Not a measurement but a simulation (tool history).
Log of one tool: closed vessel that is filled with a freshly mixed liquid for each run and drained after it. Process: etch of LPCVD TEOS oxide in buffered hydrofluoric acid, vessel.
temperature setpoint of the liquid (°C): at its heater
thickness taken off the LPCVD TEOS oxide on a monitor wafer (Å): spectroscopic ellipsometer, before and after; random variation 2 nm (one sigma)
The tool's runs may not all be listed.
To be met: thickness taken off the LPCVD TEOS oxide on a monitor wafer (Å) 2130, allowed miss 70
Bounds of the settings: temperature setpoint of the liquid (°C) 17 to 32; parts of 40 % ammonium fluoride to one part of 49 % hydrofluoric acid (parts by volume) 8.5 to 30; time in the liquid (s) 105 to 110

run    day  temperature setpoint of the liquid (°C)  parts of 40 % ammonium fluoride to one part of 49 % hydrofluoric acid (parts by volume)  time in the liquid (s)  thickness taken off the LPCVD TEOS oxide on a monitor wafer (Å)
  1      0                                       24                                                                                       23                     105                                                           1352.6
  2   0.15                                     22.5                                                                                       23                     105                                                           1245.1
  3  0.462                                     24.5                                                                                     22.5                     105                                                           1406.8
  4  0.704                                       26                                                                                       22                     105                                                           1561.4
  5    0.9                                       26                                                                                       22                     105                                                           1557.6
  6  0.971                                       26                                                                                       22                     110                                                           1616.7
  7  1.221                                       27                                                                                       22                     110                                                           1736.3
  8    1.3                                       28                                                                                       22                     110                                                           1831.3
  9  1.442                                     28.5                                                                                       22                     110                                                           1861.5
 10  1.612                                       29                                                                                       22                     110                                                           1900.9
 11  1.879                                     29.5                                                                                       22                     110                                                           1941.5

5 next moves are on the table. One of them brings every result within its allowed miss. Which?
  A  2.146                                     28.5                                                                                     16.5                     105                                                                ?
  B  2.146                                       28                                                                                     20.5                     110                                                                ?
  C  2.146                                       32                                                                                       20                     110                                                                ?
  D  2.146                                       32                                                                                     23.5                     110                                                                ?
  E  2.146                                       29                                                                                       21                     110                                                                ?

move  thickness taken off the LPCVD TEOS oxide on a monitor wafer (Å)
   A                                                           2267.7
   B                                                           1882.4
   C                                                           2364.4
   D                                                           2118.4
   E                                                           1952.9
A: takes the result that was furthest off past its target
B: further off than the last run
C: takes the result that was furthest off past its target
D: meets every target
E: nearer than the last run, and not there yet
The right move is D.
